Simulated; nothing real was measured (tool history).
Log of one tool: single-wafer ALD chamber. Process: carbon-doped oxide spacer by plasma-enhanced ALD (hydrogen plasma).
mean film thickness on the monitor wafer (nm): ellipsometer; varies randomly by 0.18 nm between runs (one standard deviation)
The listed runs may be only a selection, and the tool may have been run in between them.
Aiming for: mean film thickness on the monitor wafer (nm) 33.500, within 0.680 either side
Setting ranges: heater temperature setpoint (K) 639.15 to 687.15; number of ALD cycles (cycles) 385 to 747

| run | hour | heater temperature setpoint (K) | number of ALD cycles (cycles) | mean film thickness on the monitor wafer (nm) |
|---|---|---|---|---|
| 1 | 0.0 | 663.15 | 566 | 26.867 |
| 2 | 2.3 | 663.15 | 495 | 23.481 |
| 3 | 2.9 | 663.15 | 451 | 21.396 |
| 4 | 5.3 | 654.15 | 451 | 21.486 |
| 5 | 10.9 | 654.15 | 394 | 18.899 |
| 6 | 12.1 | 654.15 | 385 | 18.098 |
| 7 | 18.6 | 654.15 | 416 | 19.767 |
| 8 | 19.3 | 654.15 | 507 | 24.059 |
| 9 | 22.5 | 654.15 | 526 | 24.822 |
| 10 | 24.2 | 654.15 | 544 | 26.020 |
| 11 | 28.4 | 654.15 | 558 | 26.698 |
| 12 | 34.3 | 654.15 | 571 | 27.147 |
| 13 | 38.5 | 654.15 | 662 | 31.451 |
| 14 | 39.1 | 654.15 | 666 | 31.667 |
| 15 | 44.8 | 654.15 | 670 | 32.047 |
| 16 | 50.0 | 654.15 | 673 | 31.882 |
| 17 | 54.8 | 654.15 | 677 | 32.168 |
| 18 | 60.5 | 654.15 | 680 | 32.291 |

Which single option among these 4 for the next run brings every result within its allowed miss of target? Just one does.
| A | 66.2 | 654.15 | 643 | ? |
| B | 66.2 | 669.15 | 634 | ? |
| C | 66.2 | 655.15 | 647 | ? |
| D | 66.2 | 648.15 | 704 | ? |

| move | mean film thickness on the monitor wafer (nm) |
|---|---|
| A | 30.555 |
| B | 30.128 |
| C | 30.746 |
| D | 33.454 |
A: the biggest miss grows against the last run
B: the biggest miss grows against the last run
C: the biggest miss grows against the last run
D: meets every target
Go with D: it meets all targets.
